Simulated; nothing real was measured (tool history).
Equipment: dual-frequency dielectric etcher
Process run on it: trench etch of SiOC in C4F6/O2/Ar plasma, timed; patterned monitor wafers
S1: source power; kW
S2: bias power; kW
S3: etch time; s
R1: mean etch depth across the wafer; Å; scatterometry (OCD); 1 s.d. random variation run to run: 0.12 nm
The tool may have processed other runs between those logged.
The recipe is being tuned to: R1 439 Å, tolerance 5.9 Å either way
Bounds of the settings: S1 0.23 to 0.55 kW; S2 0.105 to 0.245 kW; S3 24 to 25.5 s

| run | day | S1 | S2 | S3 | R1 |
|---|---|---|---|---|---|
| 1 | 0 | 0.39 | 0.175 | 24 | 520.94 |
| 2 | 0.112 | 0.42 | 0.175 | 24 | 539.78 |
| 3 | 0.15 | 0.42 | 0.175 | 24 | 541.44 |
| 4 | 0.175 | 0.42 | 0.193 | 24 | 553.53 |
| 5 | 0.504 | 0.35 | 0.193 | 24 | 511.85 |
| 6 | 0.817 | 0.33 | 0.19 | 24 | 495.66 |
|  | 0.9 | source power generator calibrated |
| 7 | 0.9 | 0.31 | 0.189 | 24 | 474.21 |
| 8 | 1.129 | 0.3 | 0.189 | 24 | 468.41 |
| 9 | 1.246 | 0.29 | 0.189 | 24 | 459.92 |

Of the 5 settings listed for the next run, only one would bring every result within its allowed miss of target. Which one?
| A | 1.362 | 0.3 | 0.175 | 24.5 | ? |
| B | 1.362 | 0.29 | 0.197 | 24 | ? |
| C | 1.362 | 0.24 | 0.231 | 25.5 | ? |
| D | 1.362 | 0.27 | 0.165 | 24.5 | ? |
| E | 1.362 | 0.31 | 0.168 | 24.5 | ? |

| move | R1 |
|---|---|
| A | 467.6 |
| B | 466.35 |
| C | 476.22 |
| D | 438.44 |
| E | 469.33 |
A: moves away from the targets compared with the last run
B: moves away from the targets compared with the last run
C: moves away from the targets compared with the last run
D: every result within its allowed miss
E: moves away from the targets compared with the last run
D meets every target.

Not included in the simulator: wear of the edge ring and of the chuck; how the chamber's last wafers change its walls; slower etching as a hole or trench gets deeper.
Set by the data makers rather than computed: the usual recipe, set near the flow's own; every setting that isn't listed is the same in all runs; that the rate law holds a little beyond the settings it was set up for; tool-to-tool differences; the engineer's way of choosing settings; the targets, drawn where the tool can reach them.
